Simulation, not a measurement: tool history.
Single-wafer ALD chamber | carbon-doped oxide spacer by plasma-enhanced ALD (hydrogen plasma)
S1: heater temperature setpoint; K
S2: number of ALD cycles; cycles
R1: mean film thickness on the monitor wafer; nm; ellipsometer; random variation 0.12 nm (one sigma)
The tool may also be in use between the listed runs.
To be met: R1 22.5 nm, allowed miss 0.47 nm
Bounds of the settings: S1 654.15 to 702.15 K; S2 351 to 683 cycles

Run 1, day 0: S1 678.15 K, S2 517 cycles. Result: R1 24.957 nm.
Run 2, day 0.167: S1 678.15 K, S2 480 cycles. Result: R1 22.917 nm.
Run 3, day 0.421: S1 672.15 K, S2 480 cycles. Result: R1 23.253 nm.
Run 4, day 0.504: S1 664.15 K, S2 480 cycles. Result: R1 23.292 nm.
Run 5, day 0.862: S1 672.15 K, S2 480 cycles. Result: R1 23.45 nm.
Run 6, day 1.129: S1 672.15 K, S2 412 cycles. Result: R1 20.042 nm.
Run 7, day 1.388: S1 672.15 K, S2 417 cycles. Result: R1 20.251 nm.
Run 8, day 1.504: S1 672.15 K, S2 422 cycles. Result: R1 20.476 nm.
Run 9, day 1.621: S1 672.15 K, S2 426 cycles. Result: R1 20.823 nm.
Run 10, day 1.754: S1 672.15 K, S2 430 cycles. Result: R1 20.935 nm.
Run 11, day 2.108: S1 672.15 K, S2 430 cycles. Result: R1 20.897 nm.

5 next moves are on the table. One of them brings every result within its allowed miss. Which?
Run A, day 2.462: S1 671.15 K, S2 404 cycles. Result: R1 ?.
Run B, day 2.462: S1 669.15 K, S2 406 cycles. Result: R1 ?.
Run C, day 2.462: S1 673.15 K, S2 406 cycles. Result: R1 ?.
Run D, day 2.462: S1 670.15 K, S2 391 cycles. Result: R1 ?.
Run E, day 2.462: S1 674.15 K, S2 462 cycles. Result: R1 ?.

move      R1
   A  19.578
   B  19.675
   C  19.675
   D  18.948
   E  22.359
A: further off than the last run
B: further off than the last run
C: further off than the last run
D: further off than the last run
E: meets every target
Move E is the one to make.
